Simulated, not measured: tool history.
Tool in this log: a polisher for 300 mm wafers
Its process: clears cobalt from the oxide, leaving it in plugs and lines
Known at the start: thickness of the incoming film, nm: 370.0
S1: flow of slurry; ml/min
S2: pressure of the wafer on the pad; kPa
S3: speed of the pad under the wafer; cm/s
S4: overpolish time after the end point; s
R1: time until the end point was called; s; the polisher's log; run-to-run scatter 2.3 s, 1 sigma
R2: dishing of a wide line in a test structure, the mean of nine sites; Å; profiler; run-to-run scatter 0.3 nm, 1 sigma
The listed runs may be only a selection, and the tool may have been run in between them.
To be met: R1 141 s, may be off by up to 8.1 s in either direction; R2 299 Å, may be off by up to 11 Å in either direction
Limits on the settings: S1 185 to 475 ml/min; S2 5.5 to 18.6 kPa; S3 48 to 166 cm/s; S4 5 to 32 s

| run | hour | S1 | S2 | S3 | S4 | R1 | R2 |
|---|---|---|---|---|---|---|---|
| 1 | 0 | 305 | 11.7 | 106 | 16 | 83.777 | 446.24 |
| 2 | 3.6 | 305 | 10.3 | 104 | 15 | 89.972 | 385.39 |
| 3 | 12.5 | 305 | 10.3 | 104 | 18 | 89.822 | 442.18 |
| 4 | 17.5 | 235 | 10.3 | 104 | 18 | 91.606 | 436.8 |
| 5 | 25.3 | 185 | 10.3 | 104 | 18 | 94.87 | 428.23 |
| 6 | 27.9 | 185 | 9 | 100 | 17 | 109.98 | 373.79 |
| 7 | 31 | 185 | 8.3 | 100 | 17 | 116.59 | 359.75 |
|  | 32.5 | worn pad replaced by a new one |
| 8 | 32.5 | 185 | 8.3 | 100 | 17 | 97.919 | 396.69 |
| 9 | 38 | 185 | 8.3 | 88 | 16 | 110.9 | 350.22 |
| 10 | 46.6 | 185 | 7.6 | 80 | 16 | 123.32 | 324.94 |

Next run, 5 choices. One meets every target within its allowed miss, the rest don't. Which?
| A | 55.2 | 190 | 8.3 | 72 | 13 | ? | ? |
| B | 55.2 | 185 | 9.7 | 80 | 16 | ? | ? |
| C | 55.2 | 200 | 8.3 | 98 | 15 | ? | ? |
| D | 55.2 | 195 | 10.3 | 78 | 12 | ? | ? |
| E | 55.2 | 210 | 5.5 | 82 | 16 | ? | ? |

| move | R1 | R2 |
|---|---|---|
| A | 130.98 | 273.04 |
| B | 111.03 | 360.76 |
| C | 104.25 | 360.26 |
| D | 107.1 | 299.69 |
| E | 147.82 | 292.47 |
A: pushes the last run's worst result past its target
B: further off than the last run
C: further off than the last run
D: corrects the largest miss of the last run, while another result sits out of spec
E: every result lands within tolerance
E meets every target.
